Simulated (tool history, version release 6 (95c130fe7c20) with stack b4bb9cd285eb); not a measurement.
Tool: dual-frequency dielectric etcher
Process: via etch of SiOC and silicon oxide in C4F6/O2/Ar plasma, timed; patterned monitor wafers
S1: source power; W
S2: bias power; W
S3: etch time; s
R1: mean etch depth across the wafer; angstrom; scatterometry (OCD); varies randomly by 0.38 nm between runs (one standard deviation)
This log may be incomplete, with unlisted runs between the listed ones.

| run | day | S1 | S2 | S3 | R1 |
|---|---|---|---|---|---|
| 1 | 0.000 | 470 | 158 | 70.0 | 899.98 |
| 2 | 0.117 | 500 | 160 | 70.0 | 927.42 |
| 3 | 0.275 | 500 | 170 | 70.0 | 945.69 |
| 4 | 0.338 | 510 | 171 | 70.0 | 951.89 |
| 5 | 0.488 | 520 | 172 | 70.0 | 958.82 |
| 6 | 0.712 | 480 | 172 | 70.0 | 929.99 |
| 7 | 0.904 | 500 | 173 | 70.0 | 951.74 |

Run 8 is up next; what results do you expect?
| 8 | 1.262 | 510 | 174 | 70.0 | ? |

R1: 950.19 angstrom
